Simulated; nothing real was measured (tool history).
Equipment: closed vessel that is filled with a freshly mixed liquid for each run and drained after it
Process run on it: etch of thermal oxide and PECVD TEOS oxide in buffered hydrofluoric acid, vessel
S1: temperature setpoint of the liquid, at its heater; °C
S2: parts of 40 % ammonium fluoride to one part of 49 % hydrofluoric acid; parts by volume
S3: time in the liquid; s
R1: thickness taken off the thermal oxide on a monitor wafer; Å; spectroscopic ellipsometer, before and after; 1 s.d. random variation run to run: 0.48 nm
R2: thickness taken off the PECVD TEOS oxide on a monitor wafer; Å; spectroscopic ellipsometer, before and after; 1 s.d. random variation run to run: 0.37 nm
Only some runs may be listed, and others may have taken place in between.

Run 1, hour 0: S1 22 °C, S2 8 parts by volume, S3 60 s. Result: R1 754.34 Å, R2 879.95 Å.
Run 2, hour 0.8: S1 22 °C, S2 9 parts by volume, S3 60 s. Result: R1 666.1 Å, R2 774.18 Å.
Run 3, hour 8.7: S1 23.5 °C, S2 9 parts by volume, S3 60 s. Result: R1 722.2 Å, R2 833.3 Å.
Run 4, hour 14.7: S1 24.5 °C, S2 9 parts by volume, S3 60 s. Result: R1 760.52 Å, R2 886.82 Å.
Run 5, hour 21.1: S1 24.5 °C, S2 11 parts by volume, S3 60 s. Result: R1 650.55 Å, R2 753.64 Å.
Run 6, hour 23.6: S1 25.5 °C, S2 11 parts by volume, S3 60 s. Result: R1 691.33 Å, R2 799.5 Å.
Run 7, hour 27.1: S1 25.5 °C, S2 11 parts by volume, S3 60 s. Result: R1 681.83 Å, R2 794.4 Å.
Run 8, hour 34.6: S1 26.5 °C, S2 11 parts by volume, S3 60 s. Result: R1 721.44 Å, R2 844.37 Å.
Run 9, hour 38.3: S1 30 °C, S2 10.5 parts by volume, S3 60 s. Result: R1 911.67 Å, R2 1064 Å.

Predict the results of run 10:
Run 10, hour 44.1: S1 30 °C, S2 10 parts by volume, S3 60 s. Result: R1 ?, R2 ?.

Run 10 produced R1 960.1 Å, R2 1105.7 Å.
